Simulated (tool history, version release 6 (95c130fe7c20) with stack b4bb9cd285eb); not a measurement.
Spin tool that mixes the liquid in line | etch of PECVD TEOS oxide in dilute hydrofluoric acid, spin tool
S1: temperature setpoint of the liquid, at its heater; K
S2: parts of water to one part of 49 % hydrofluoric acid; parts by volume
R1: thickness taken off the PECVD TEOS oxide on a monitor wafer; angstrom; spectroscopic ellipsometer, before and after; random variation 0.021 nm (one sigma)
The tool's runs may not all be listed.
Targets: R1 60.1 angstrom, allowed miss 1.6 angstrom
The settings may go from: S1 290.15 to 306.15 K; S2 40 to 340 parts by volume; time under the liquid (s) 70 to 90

run 1 day=0 | S1=298.15 S2=190 time_under_the_liquid_(s)=90 | R1=79.041
run 2 day=0.108 | S1=295.65 S2=190 time_under_the_liquid_(s)=90 | R1=72.162
run 3 day=0.154 | S1=297.15 S2=190 time_under_the_liquid_(s)=90 | R1=75.899
run 4 day=0.179 | S1=295.15 S2=190 time_under_the_liquid_(s)=90 | R1=70.691
run 5 day=0.275 | S1=295.15 S2=190 time_under_the_liquid_(s)=70 | R1=54.766
run 6 day=0.596 | S1=292.65 S2=190 time_under_the_liquid_(s)=70 | R1=50.053
run 7 day=0.958 | S1=293.65 S2=190 time_under_the_liquid_(s)=70 | R1=51.74
run 8 day=0.988 | S1=297.65 S2=185 time_under_the_liquid_(s)=70 | R1=62.648

5 next moves are on the table. One of them brings every result within its allowed miss. Which?
run A day=1.017 | S1=295.65 S2=190 time_under_the_liquid_(s)=85 | R1=?
run B day=1.017 | S1=298.65 S2=220 time_under_the_liquid_(s)=80 | R1=?
run C day=1.017 | S1=296.15 S2=190 time_under_the_liquid_(s)=80 | R1=?
run D day=1.017 | S1=297.65 S2=180 time_under_the_liquid_(s)=70 | R1=?
run E day=1.017 | S1=296.65 S2=170 time_under_the_liquid_(s)=70 | R1=?

move=A R1=68.113
move=B R1=60.026
move=C R1=65.343
move=D R1=64.565
move=E R1=66.521
A: further off than the last run
B: meets every target
C: further off than the last run
D: further off than the last run
E: further off than the last run
Move B is the one to make.

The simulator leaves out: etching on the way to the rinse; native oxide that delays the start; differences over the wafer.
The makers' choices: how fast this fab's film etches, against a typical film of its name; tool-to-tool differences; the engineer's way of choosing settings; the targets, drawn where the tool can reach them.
